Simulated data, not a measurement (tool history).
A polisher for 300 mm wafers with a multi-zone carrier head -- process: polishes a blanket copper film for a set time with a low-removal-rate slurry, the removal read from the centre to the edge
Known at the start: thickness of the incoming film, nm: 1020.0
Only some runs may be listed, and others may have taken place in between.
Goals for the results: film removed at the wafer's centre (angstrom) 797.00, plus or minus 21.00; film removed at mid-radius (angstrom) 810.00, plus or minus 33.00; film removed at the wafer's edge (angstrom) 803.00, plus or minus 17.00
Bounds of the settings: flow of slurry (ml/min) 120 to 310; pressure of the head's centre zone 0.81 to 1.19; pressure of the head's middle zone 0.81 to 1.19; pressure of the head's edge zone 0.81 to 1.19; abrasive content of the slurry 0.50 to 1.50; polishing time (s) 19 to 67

run,hour,flow of slurry (ml/min),pressure of the head's centre zone,pressure of the head's middle zone,pressure of the head's edge zone,abrasive content of the slurry,polishing time (s),film removed at the wafer's centre (angstrom),film removed at mid-radius (angstrom),film removed at the wafer's edge (angstrom)
1,0.0,200,1.00,1.00,1.00,1.00,43,1376.00,1340.20,1309.60
2,4.7,200,1.00,1.00,1.00,1.00,34,1087.90,1079.50,1025.20
3,7.9,200,1.00,1.00,1.05,1.00,34,1094.00,1077.90,1059.70
4,9.9,190,0.97,0.96,1.00,0.85,33,964.77,944.90,952.94
5,15.0,180,0.95,0.94,0.95,0.80,33,942.51,923.27,914.07
6,20.7,180,0.95,0.85,0.95,0.80,33,922.94,843.06,911.11
7,24.5,170,0.92,0.86,0.91,0.75,33,882.80,824.27,870.58
8,33.1,160,0.90,0.87,0.89,0.75,33,860.15,837.34,858.54
9,37.6,155,0.89,0.87,0.87,0.75,33,846.65,823.68,856.68
10,43.4,150,0.88,0.88,0.85,0.70,33,819.60,809.36,818.55

Consider the 4 candidate settings below. Which is the only one whose results all fall within their allowed miss of target?
A,49.2,125,1.02,0.84,0.81,0.65,32,?,?,?
B,49.2,175,0.87,0.88,0.85,0.85,30,?,?,?
C,49.2,165,0.93,1.03,0.81,0.65,32,?,?,?
D,49.2,120,0.86,0.86,0.93,0.60,35,?,?,?

move,film removed at the wafer's centre (angstrom),film removed at mid-radius (angstrom),film removed at the wafer's edge (angstrom)
A,852.87,727.99,754.45
B,796.07,802.49,805.78
C,824.88,897.06,773.72
D,783.79,788.10,851.08
A: misses by more than the last run did
B: hits every target within its allowed miss
C: misses by more than the last run did
D: the worst result of the last run now meets its target, but another is out of spec
Answer: B
